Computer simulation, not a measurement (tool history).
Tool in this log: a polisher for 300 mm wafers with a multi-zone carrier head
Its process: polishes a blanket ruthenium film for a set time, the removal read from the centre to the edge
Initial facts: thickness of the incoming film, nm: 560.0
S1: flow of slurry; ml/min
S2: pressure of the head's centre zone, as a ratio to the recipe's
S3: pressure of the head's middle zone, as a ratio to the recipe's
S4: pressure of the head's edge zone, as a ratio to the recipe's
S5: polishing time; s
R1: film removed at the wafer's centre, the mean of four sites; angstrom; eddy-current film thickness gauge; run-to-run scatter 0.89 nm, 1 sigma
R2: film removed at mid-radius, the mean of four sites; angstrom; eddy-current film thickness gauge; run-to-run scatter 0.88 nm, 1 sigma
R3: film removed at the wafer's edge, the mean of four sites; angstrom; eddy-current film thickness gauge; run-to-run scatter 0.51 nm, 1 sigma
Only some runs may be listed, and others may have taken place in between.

Run 1, hour 0: S1 270 ml/min, S2 1, S3 1, S4 1, S5 76 s. Result: R1 957.63 angstrom, R2 966.67 angstrom, R3 995.93 angstrom.
Run 2, hour 4.2: S1 260 ml/min, S2 0.97, S3 1, S4 0.99, S5 73 s. Result: R1 897.25 angstrom, R2 947.82 angstrom, R3 947.94 angstrom.
Run 3, hour 5.4: S1 255 ml/min, S2 0.94, S3 1, S4 1, S5 70 s. Result: R1 833.8 angstrom, R2 906.26 angstrom, R3 915.14 angstrom.
Run 4, hour 6.6: S1 255 ml/min, S2 0.94, S3 1, S4 0.96, S5 70 s. Result: R1 834.91 angstrom, R2 905.92 angstrom, R3 882.57 angstrom.
Run 5, hour 8.6: S1 255 ml/min, S2 0.98, S3 1, S4 0.96, S5 70 s. Result: R1 876.09 angstrom, R2 897.06 angstrom, R3 886.52 angstrom.
Run 6, hour 10.6: S1 250 ml/min, S2 0.95, S3 1, S4 0.97, S5 68 s. Result: R1 850.39 angstrom, R2 867.71 angstrom, R3 861.98 angstrom.
Run 7, hour 11.2: S1 275 ml/min, S2 0.93, S3 1, S4 0.98, S5 65 s. Result: R1 786.11 angstrom, R2 835.17 angstrom, R3 835.37 angstrom.
Run 8, hour 12.8: S1 275 ml/min, S2 0.93, S3 1, S4 0.98, S5 65 s. Result: R1 777.26 angstrom, R2 840.99 angstrom, R3 843.1 angstrom.
Run 9, hour 14.7: S1 285 ml/min, S2 0.91, S3 1, S4 0.98, S5 63 s. Result: R1 759.35 angstrom, R2 809.04 angstrom, R3 817.74 angstrom.
Run 10, hour 21: S1 275 ml/min, S2 0.89, S3 1.01, S4 1, S5 62 s. Result: R1 726.98 angstrom, R2 802.24 angstrom, R3 821.42 angstrom.
Run 11, hour 26.4: S1 270 ml/min, S2 0.88, S3 1.03, S4 1.01, S5 61 s. Result: R1 684.36 angstrom, R2 797.38 angstrom, R3 798.12 angstrom.
Run 12, hour 31.5: S1 265 ml/min, S2 0.87, S3 1.03, S4 1.01, S5 61 s. Result: R1 675.91 angstrom, R2 815.56 angstrom, R3 799.93 angstrom.
Run 13, hour 39.1: S1 260 ml/min, S2 0.86, S3 1.03, S4 1.01, S5 60 s. Result: R1 681.4 angstrom, R2 783.96 angstrom, R3 785.07 angstrom.

Estimate the outcome of run 14 from the log above:
Run 14, hour 45.6: S1 265 ml/min, S2 0.85, S3 1.04, S4 1.02, S5 59 s. Result: R1 ?, R2 ?, R3 ?.

{"run 14": {"R1": 649.16, "R2": 786.13, "R3": 774.88}}
